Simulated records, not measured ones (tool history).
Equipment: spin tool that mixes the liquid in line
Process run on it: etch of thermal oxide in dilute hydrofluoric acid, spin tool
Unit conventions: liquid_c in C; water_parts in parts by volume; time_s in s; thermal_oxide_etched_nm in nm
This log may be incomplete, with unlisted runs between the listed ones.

run  hour  liquid_c  water_parts  time_s  thermal_oxide_etched_nm
  1   0.0      25.0           85     210                  11.9630
  2   6.5      25.0          100     210                  10.0050
  3   8.7      25.0          100     210                   9.9489
  4  11.3      25.0           75     210                  13.9560
  5  14.5      26.5           75     210                  14.4540
  6  22.5      28.0           75     210                  15.4840
  7  29.8      29.0           75     210                  16.3100
  8  36.6      29.5           75     210                  16.4160
  9  40.6      30.0           75     210                  16.8580

Estimate the outcome of run 10 from the log above:
 10  43.5      30.5           75     210                        ?

thermal_oxide_etched_nm: 16.9570 nm
